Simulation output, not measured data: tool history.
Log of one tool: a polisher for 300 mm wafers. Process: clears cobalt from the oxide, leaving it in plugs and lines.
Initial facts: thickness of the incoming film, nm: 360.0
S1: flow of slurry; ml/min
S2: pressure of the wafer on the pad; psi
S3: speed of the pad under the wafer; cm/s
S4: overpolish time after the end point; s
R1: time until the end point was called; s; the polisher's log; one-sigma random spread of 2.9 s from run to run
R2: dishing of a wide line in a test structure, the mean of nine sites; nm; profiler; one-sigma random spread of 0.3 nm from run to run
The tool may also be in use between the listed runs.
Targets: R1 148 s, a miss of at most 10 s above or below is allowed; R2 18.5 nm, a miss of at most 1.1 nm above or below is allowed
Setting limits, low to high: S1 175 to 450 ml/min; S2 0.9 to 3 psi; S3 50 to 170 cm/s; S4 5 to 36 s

run	day	S1	S2	S3	S4	R1	R2
1	0	290	1.9	110	18	61.702	50.895
2	0.188	290	1.9	110	23	61.658	56.243
3	0.417	285	1.7	100	20	77.122	47.513
4	0.5	290	1.6	92	17	86.054	40.136
5	0.804	290	1.6	92	22	86.569	47.098
6	1.042	290	1.9	92	22	71.395	51.602
7	1.083	320	1.8	84	19	83.369	45.231
8	1.108	295	1.6	82	17	99.028	37.474
9	1.192	275	1.5	80	15	105.82	32.525
# day 1.458: head pressure recalibrated
10	1.458	265	1.4	78	13	128.65	25.787

Exactly one of the 5 candidate moves below puts every result within its allowed miss. Which one?
A	1.725	275	1.1	82	21	?	?
B	1.725	225	1.8	88	18	?	?
C	1.725	310	1.1	84	36	?	?
D	1.725	255	1.5	66	10	?	?
E	1.725	280	1.1	80	16	?	?

move	R1	R2
A	156.21	32.669
B	92.83	41.65
C	151.06	47.282
D	143.92	19.332
E	159.7	26.136
A: the biggest miss grows against the last run
B: the biggest miss grows against the last run
C: the biggest miss grows against the last run
D: all results land within tolerance of their targets
E: about the same distance from the targets as the last run
D is the move that brings every result within its allowed miss.
